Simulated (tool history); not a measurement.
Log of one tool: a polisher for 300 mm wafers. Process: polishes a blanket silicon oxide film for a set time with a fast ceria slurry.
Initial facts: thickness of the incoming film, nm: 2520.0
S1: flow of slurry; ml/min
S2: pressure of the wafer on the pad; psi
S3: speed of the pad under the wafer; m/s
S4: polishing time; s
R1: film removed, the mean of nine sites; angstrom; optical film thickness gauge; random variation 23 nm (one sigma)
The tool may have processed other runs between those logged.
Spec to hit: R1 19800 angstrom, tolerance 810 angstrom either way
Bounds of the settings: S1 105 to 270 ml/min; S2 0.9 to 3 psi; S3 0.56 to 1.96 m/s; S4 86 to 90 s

{"run": 1, "hour": 0.0, "S1": 175, "S2": 1.9, "S3": 1.26, "S4": 86, "R1": 12017}
{"run": 2, "hour": 6.4, "S1": 175, "S2": 1.9, "S3": 1.4, "S4": 86, "R1": 13629}
{"run": 3, "hour": 10.0, "S1": 175, "S2": 2, "S3": 1.4, "S4": 86, "R1": 14070}
{"run": 4, "hour": 13.7, "S1": 175, "S2": 1.5, "S3": 1.4, "S4": 86, "R1": 10948}
{"run": 5, "hour": 18.6, "S1": 175, "S2": 1.7, "S3": 1.4, "S4": 86, "R1": 12459}
{"run": 6, "hour": 25.8, "S1": 215, "S2": 1.7, "S3": 1.4, "S4": 86, "R1": 12847}
{"run": 7, "hour": 34.7, "S1": 215, "S2": 1.8, "S3": 1.4, "S4": 86, "R1": 13261}
{"hour": 39.4, "done": "slurry nozzle cleaned"}
{"run": 8, "hour": 39.4, "S1": 215, "S2": 1.9, "S3": 1.4, "S4": 86, "R1": 14711}
{"run": 9, "hour": 40.8, "S1": 220, "S2": 2.4, "S3": 1.42, "S4": 86, "R1": 18138}
{"run": 10, "hour": 42.7, "S1": 225, "S2": 2.5, "S3": 1.42, "S4": 86, "R1": 18221}

Exactly one of the 5 candidate moves below puts every result within its allowed miss. Which one?
{"run": "A", "hour": 44.6, "S1": 240, "S2": 2.7, "S3": 1.44, "S4": 90, "R1": "?"}
{"run": "B", "hour": 44.6, "S1": 260, "S2": 2.5, "S3": 1.5, "S4": 86, "R1": "?"}
{"run": "C", "hour": 44.6, "S1": 220, "S2": 2.6, "S3": 1.52, "S4": 90, "R1": "?"}
{"run": "D", "hour": 44.6, "S1": 270, "S2": 2.5, "S3": 1.22, "S4": 90, "R1": "?"}
{"run": "E", "hour": 44.6, "S1": 215, "S2": 2.6, "S3": 1.34, "S4": 86, "R1": "?"}

move=A R1=21019
move=B R1=19729
move=C R1=21242
move=D R1=16953
move=E R1=17906
A: the result that was furthest off in the last run now lies on the other side of its target
B: every result lands within tolerance
C: the result that was furthest off in the last run now lies on the other side of its target
D: misses by more than the last run did
E: misses by more than the last run did
Correct choice: B, which meets every target

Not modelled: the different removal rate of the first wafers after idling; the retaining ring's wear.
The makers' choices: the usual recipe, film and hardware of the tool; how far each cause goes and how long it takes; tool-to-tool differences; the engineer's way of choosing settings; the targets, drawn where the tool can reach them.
